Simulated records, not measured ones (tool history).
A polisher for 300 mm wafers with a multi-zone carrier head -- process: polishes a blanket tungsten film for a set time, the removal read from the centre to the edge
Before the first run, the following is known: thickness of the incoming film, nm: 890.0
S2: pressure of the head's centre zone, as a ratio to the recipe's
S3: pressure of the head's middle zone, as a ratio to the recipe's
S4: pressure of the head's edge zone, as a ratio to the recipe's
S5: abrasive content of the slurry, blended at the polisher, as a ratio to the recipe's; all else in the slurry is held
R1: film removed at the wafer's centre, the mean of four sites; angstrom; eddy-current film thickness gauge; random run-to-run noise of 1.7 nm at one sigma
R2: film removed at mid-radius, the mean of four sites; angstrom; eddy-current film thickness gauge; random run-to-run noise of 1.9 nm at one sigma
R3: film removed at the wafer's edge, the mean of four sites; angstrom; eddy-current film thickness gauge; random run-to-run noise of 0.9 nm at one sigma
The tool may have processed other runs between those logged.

run 1 day=0.000 | flow_of_slurry_(ml/min)=185 S2=1.00 S3=1.00 S4=1.00 S5=1.00 polishing_time_(s)=47 | R1=1622.0 R2=1761.6 R3=1678.7
run 2 day=0.354 | flow_of_slurry_(ml/min)=175 S2=1.01 S3=0.99 S4=0.95 S5=0.95 polishing_time_(s)=47 | R1=1596.1 R2=1645.2 R3=1636.4
run 3 day=0.554 | flow_of_slurry_(ml/min)=175 S2=1.01 S3=0.99 S4=0.95 S5=0.95 polishing_time_(s)=38 | R1=1284.0 R2=1356.7 R3=1292.3
run 4 day=0.871 | flow_of_slurry_(ml/min)=175 S2=0.96 S3=0.99 S4=0.95 S5=0.95 polishing_time_(s)=38 | R1=1232.8 R2=1363.3 R3=1320.4
run 5 day=1.096 | flow_of_slurry_(ml/min)=195 S2=1.00 S3=0.99 S4=0.97 S5=1.00 polishing_time_(s)=38 | R1=1313.9 R2=1383.7 R3=1371.0
run 6 day=1.308 | flow_of_slurry_(ml/min)=205 S2=1.04 S3=1.02 S4=0.97 S5=1.00 polishing_time_(s)=38 | R1=1396.0 R2=1420.0 R3=1375.9

The next listed run, before its measurement:
run 7 day=1.375 | flow_of_slurry_(ml/min)=215 S2=1.06 S3=1.05 S4=0.97 S5=1.00 polishing_time_(s)=38 | R1=? R2=? R3=?

{"run 7": {"R1": 1436.4, "R2": 1480.8, "R3": 1376.3}}
